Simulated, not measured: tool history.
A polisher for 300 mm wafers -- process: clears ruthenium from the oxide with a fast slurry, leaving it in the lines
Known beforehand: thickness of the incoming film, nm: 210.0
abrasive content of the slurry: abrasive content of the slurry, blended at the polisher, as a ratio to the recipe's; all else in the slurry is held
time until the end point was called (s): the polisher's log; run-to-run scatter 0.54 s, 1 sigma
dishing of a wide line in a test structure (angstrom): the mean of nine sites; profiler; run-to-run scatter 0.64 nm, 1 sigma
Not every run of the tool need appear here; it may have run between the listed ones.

run  hour  flow of slurry (ml/min)  pressure of the wafer on the pad (kPa)  speed of the pad under the wafer (cm/s)  abrasive content of the slurry  overpolish time after the end point (s)  time until the end point was called (s)  dishing of a wide line in a test structure (angstrom)
  1   0.0                      135                                    13.8                                      102                            1.00                                       30                                   85.827                                                 543.94
  2   5.4                      135                                    13.8                                      102                            1.00                                       38                                   88.581                                                 657.20
  3   7.2                      140                                    15.2                                      102                            1.00                                       33                                   79.703                                                 645.18
  4   9.8                      140                                    17.2                                      102                            1.00                                       33                                   71.003                                                 703.73
  5  18.6                      130                                    17.9                                      106                            1.00                                       29                                   66.678                                                 666.01
  6  27.0                      130                                    17.9                                      106                            1.00                                       20                                   68.377                                                 487.75
  7  31.2                      130                                    18.6                                      108                            1.00                                       18                                   63.891                                                 477.62
  8  37.1                      135                                    19.3                                      110                            1.00                                       16                                   60.017                                                 450.88
  9  45.5                      140                                    20.0                                      112                            1.00                                       16                                   57.127                                                 469.54
 10  52.2                      140                                    21.4                                      124                            1.00                                        9                                   48.893                                                 328.26
 11  55.2                      140                                    21.4                                      122                            1.05                                       10                                   48.431                                                 350.51
 12  62.2                      130                                    20.7                                      126                            1.15                                       19                                   47.596                                                 644.62
 13  66.6                      140                                    20.7                                      126                            1.15                                       19                                   47.278                                                 636.61
 14  72.2                      140                                    20.7                                      126                            1.15                                       19                                   46.085                                                 634.78
 15  78.0                      150                                    20.0                                      126                            1.15                                        9                                   47.963                                                 319.29

Estimate the outcome of run 16 from the log above:
 16  85.7                      140                                    20.0                                      126                            1.15                                        9                                        ?                                                      ?

time until the end point was called (s): 47.984
dishing of a wide line in a test structure (angstrom): 315.48

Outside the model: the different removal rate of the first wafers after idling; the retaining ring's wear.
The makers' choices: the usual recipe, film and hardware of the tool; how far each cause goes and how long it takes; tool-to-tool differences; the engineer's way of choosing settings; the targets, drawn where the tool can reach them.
